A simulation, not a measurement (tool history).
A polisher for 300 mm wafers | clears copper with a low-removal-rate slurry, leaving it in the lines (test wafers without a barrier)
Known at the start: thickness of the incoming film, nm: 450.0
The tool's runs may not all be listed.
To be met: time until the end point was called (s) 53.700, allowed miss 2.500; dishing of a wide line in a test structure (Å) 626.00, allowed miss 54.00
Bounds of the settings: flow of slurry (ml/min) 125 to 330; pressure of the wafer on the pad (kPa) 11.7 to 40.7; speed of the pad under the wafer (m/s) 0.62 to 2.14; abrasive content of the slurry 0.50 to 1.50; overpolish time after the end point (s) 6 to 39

| run | hour | flow of slurry (ml/min) | pressure of the wafer on the pad (kPa) | speed of the pad under the wafer (m/s) | abrasive content of the slurry | overpolish time after the end point (s) | time until the end point was called (s) | dishing of a wide line in a test structure (Å) |
|---|---|---|---|---|---|---|---|---|
| 1 | 0.0 | 210 | 26.2 | 1.38 | 1.00 | 20 | 90.391 | 427.15 |
| 2 | 8.5 | 210 | 29.0 | 1.38 | 1.00 | 20 | 83.703 | 435.88 |
| 3 | 10.2 | 210 | 29.0 | 1.22 | 1.00 | 20 | 93.364 | 425.79 |
| 4 | 18.5 | 210 | 29.0 | 1.22 | 1.00 | 26 | 94.514 | 472.21 |
| 5 | 22.0 | 210 | 29.0 | 1.22 | 1.00 | 34 | 91.247 | 528.97 |
| 6 | 23.5 | 210 | 30.3 | 1.24 | 1.00 | 33 | 88.259 | 539.89 |
| 7 | 26.2 | 210 | 31.7 | 1.28 | 1.00 | 32 | 80.849 | 560.73 |
| 8 | 32.5 | 210 | 33.1 | 1.30 | 1.00 | 31 | 76.440 | 571.57 |
| 9 | 37.0 | 210 | 34.5 | 1.32 | 1.00 | 30 | 71.873 | 573.37 |

4 next moves are on the table. One of them brings every result within its allowed miss. Which?
| A | 41.5 | 220 | 38.6 | 1.40 | 1.00 | 31 | ? | ? |
| B | 41.5 | 210 | 40.0 | 1.54 | 1.05 | 26 | ? | ? |
| C | 41.5 | 170 | 31.0 | 1.30 | 0.95 | 24 | ? | ? |
| D | 41.5 | 240 | 40.7 | 1.28 | 1.05 | 29 | ? | ? |

| move | time until the end point was called (s) | dishing of a wide line in a test structure (Å) |
|---|---|---|
| A | 61.685 | 612.92 |
| B | 54.152 | 607.04 |
| C | 84.842 | 485.70 |
| D | 61.956 | 603.40 |
A: nearer than the last run, and not there yet
B: meets every target
C: further off than the last run
D: nearer than the last run, and not there yet
Move B is the one to make.
